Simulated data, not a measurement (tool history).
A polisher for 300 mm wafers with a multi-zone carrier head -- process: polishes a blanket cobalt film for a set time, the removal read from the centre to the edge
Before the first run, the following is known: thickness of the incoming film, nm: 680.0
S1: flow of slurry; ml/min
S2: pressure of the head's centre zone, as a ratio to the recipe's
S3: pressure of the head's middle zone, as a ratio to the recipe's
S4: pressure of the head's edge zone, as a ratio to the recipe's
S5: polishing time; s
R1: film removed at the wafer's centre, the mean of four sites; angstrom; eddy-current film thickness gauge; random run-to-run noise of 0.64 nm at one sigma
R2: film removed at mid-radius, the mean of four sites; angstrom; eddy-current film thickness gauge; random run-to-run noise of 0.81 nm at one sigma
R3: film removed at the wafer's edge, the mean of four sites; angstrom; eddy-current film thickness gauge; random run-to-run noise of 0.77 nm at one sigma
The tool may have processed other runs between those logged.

Run 1, hour 0: S1 175 ml/min, S2 1, S3 1, S4 1, S5 36 s. Result: R1 2004.2 angstrom, R2 1963.6 angstrom, R3 1963.3 angstrom.
Run 2, hour 7.1: S1 175 ml/min, S2 1, S3 1, S4 1.08, S5 36 s. Result: R1 1995.6 angstrom, R2 1908.3 angstrom, R3 2026.6 angstrom.
Run 3, hour 14.1: S1 175 ml/min, S2 1, S3 1, S4 1.08, S5 43 s. Result: R1 2375 angstrom, R2 2300.7 angstrom, R3 2394.7 angstrom.
Run 4, hour 16.9: S1 175 ml/min, S2 0.93, S3 1, S4 1.08, S5 43 s. Result: R1 2268 angstrom, R2 2302.2 angstrom, R3 2398.1 angstrom.
Run 5, hour 21: S1 165 ml/min, S2 0.92, S3 0.97, S4 1.04, S5 39 s. Result: R1 1990.3 angstrom, R2 2038.2 angstrom, R3 2117.6 angstrom.
Run 6, hour 23.7: S1 165 ml/min, S2 0.97, S3 0.97, S4 1.04, S5 39 s. Result: R1 2078.2 angstrom, R2 2017.1 angstrom, R3 2168.6 angstrom.
Run 7, hour 30.1: S1 155 ml/min, S2 0.96, S3 0.94, S4 1, S5 35 s. Result: R1 1845.7 angstrom, R2 1771.3 angstrom, R3 1903.7 angstrom.
Run 8, hour 35.2: S1 145 ml/min, S2 0.95, S3 0.92, S4 0.97, S5 32 s. Result: R1 1657.4 angstrom, R2 1565.5 angstrom, R3 1686.1 angstrom.
Run 9, hour 43.9: S1 140 ml/min, S2 0.95, S3 0.9, S4 0.95, S5 29 s. Result: R1 1493.2 angstrom, R2 1379.7 angstrom, R3 1500.6 angstrom.

Run 10 comes next. What will it give?
Run 10, hour 48.8: S1 135 ml/min, S2 0.95, S3 0.89, S4 0.94, S5 27 s. Result: R1 ?, R2 ?, R3 ?.

{"run 10": {"R1": 1378.7, "R2": 1288.5, "R3": 1395.7}}

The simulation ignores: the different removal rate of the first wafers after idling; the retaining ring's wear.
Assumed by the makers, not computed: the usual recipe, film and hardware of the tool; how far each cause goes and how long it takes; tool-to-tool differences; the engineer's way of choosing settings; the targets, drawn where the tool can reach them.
